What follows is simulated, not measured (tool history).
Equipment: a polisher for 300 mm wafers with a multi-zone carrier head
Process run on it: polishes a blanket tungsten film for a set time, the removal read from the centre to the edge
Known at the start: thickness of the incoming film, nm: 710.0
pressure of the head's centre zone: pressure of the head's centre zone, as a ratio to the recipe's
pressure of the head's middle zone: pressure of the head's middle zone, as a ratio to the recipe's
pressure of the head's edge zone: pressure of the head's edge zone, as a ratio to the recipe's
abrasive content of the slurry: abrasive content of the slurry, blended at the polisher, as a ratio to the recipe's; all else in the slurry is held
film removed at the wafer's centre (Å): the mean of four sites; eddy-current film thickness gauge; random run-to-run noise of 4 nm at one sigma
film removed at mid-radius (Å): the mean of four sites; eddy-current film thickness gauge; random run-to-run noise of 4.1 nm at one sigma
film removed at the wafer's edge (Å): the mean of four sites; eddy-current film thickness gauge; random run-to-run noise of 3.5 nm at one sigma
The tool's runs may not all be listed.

| run | hour | flow of slurry (ml/min) | pressure of the head's centre zone | pressure of the head's middle zone | pressure of the head's edge zone | abrasive content of the slurry | polishing time (s) | film removed at the wafer's centre (Å) | film removed at mid-radius (Å) | film removed at the wafer's edge (Å) |
|---|---|---|---|---|---|---|---|---|---|---|
| 1 | 0.0 | 205 | 1.00 | 1.00 | 1.00 | 1.00 | 38 | 2027.4 | 2067.1 | 2093.1 |
| 2 | 3.6 | 205 | 1.00 | 1.00 | 0.94 | 1.00 | 38 | 2037.1 | 2075.3 | 2062.1 |
| 3 | 5.1 | 205 | 1.00 | 1.00 | 0.99 | 1.00 | 38 | 2077.0 | 2035.8 | 2162.8 |
| 4 | 6.1 | 210 | 0.99 | 1.04 | 1.02 | 1.15 | 40 | 2121.7 | 2293.5 | 2343.0 |
| 5 | 14.2 | 210 | 0.99 | 1.04 | 1.02 | 1.15 | 48 | 2595.0 | 2697.1 | 2802.8 |
| 6 | 15.1 | 215 | 1.00 | 1.06 | 1.04 | 1.25 | 49 | 2789.7 | 2802.7 | 2965.7 |
| 7 | 21.0 | 220 | 0.99 | 1.08 | 1.06 | 1.30 | 49 | 2807.5 | 2932.0 | 3032.9 |
| 8 | 27.1 | 225 | 0.98 | 1.09 | 1.08 | 1.35 | 49 | 2791.5 | 3035.8 | 3066.9 |
| 9 | 30.5 | 225 | 0.97 | 1.09 | 1.10 | 1.40 | 49 | 2765.7 | 3056.0 | 3144.6 |
| 10 | 36.3 | 230 | 0.97 | 1.09 | 1.12 | 1.45 | 49 | 2761.8 | 3098.7 | 3183.2 |

The next listed run, before its measurement:
| 11 | 37.5 | 230 | 0.97 | 1.09 | 1.12 | 1.45 | 49 | ? | ? | ? |

Run 11 yielded film removed at the wafer's centre (Å) 2788.0, film removed at mid-radius (Å) 3076.8, film removed at the wafer's edge (Å) 3223.2.

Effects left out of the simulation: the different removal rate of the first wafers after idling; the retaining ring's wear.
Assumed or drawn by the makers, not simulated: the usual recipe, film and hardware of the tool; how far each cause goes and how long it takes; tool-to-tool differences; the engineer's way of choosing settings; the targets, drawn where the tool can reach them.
